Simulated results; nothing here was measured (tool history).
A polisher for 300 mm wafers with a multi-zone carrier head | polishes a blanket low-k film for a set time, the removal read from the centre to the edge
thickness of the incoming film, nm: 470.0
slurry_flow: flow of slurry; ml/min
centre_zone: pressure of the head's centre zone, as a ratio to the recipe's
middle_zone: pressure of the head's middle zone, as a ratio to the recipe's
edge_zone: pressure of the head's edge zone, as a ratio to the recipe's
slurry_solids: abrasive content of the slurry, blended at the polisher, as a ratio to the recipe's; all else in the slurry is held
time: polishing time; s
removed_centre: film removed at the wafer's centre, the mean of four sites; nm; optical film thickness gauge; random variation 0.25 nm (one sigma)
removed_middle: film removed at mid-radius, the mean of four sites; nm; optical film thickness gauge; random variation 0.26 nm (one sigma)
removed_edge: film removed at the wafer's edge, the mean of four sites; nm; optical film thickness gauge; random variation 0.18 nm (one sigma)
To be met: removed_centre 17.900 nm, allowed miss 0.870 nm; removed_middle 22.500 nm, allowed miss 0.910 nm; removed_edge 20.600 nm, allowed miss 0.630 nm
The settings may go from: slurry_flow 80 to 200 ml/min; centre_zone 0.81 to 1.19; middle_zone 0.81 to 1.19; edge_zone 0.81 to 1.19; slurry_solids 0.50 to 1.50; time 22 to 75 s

run  hour  slurry_flow  centre_zone  middle_zone  edge_zone  slurry_solids  time  removed_centre  removed_middle  removed_edge
  1   0.0          130         1.00         1.00       1.00           1.00    48          25.560          25.921        25.754
  2   4.8          120         0.96         1.01       0.97           0.95    48          23.074          24.924        24.739
  3  13.8          120         1.03         1.01       0.97           0.95    48          24.815          24.595        24.219
  4  14.7          120         1.03         0.94       0.97           0.95    48          24.776          23.819        24.361
  5  21.3          100         1.03         0.94       0.97           0.95    48          23.301          22.304        23.566
  6  26.7          125         1.03         0.94       0.97           0.95    48          25.471          23.440        24.280
  7  28.3           90         0.93         1.04       0.87           0.80    48          17.913          20.742        19.537
  8  37.2           95         0.92         1.05       0.88           0.80    48          18.818          21.558        20.026

4 next moves are on the table. One of them brings every result within its allowed miss. Which?
  A  46.1           80         0.82         0.93       0.89           1.00    47               ?               ?             ?
  B  46.1           90         0.89         1.12       0.93           0.90    46               ?               ?             ?
  C  46.1           80         0.92         1.05       0.91           0.75    51               ?               ?             ?
  D  46.1          105         0.98         1.15       0.87           0.85    46               ?               ?             ?

move  removed_centre  removed_middle  removed_edge
   A          17.008          20.083        21.417
   B          18.117          22.085        20.843
   C          17.710          20.145        20.017
   D          20.568          22.972        20.306
A: takes the result that was furthest off past its target
B: meets every target
C: brings the result that was furthest off to its target, and leaves another outside
D: further off than the last run
The right move is B.
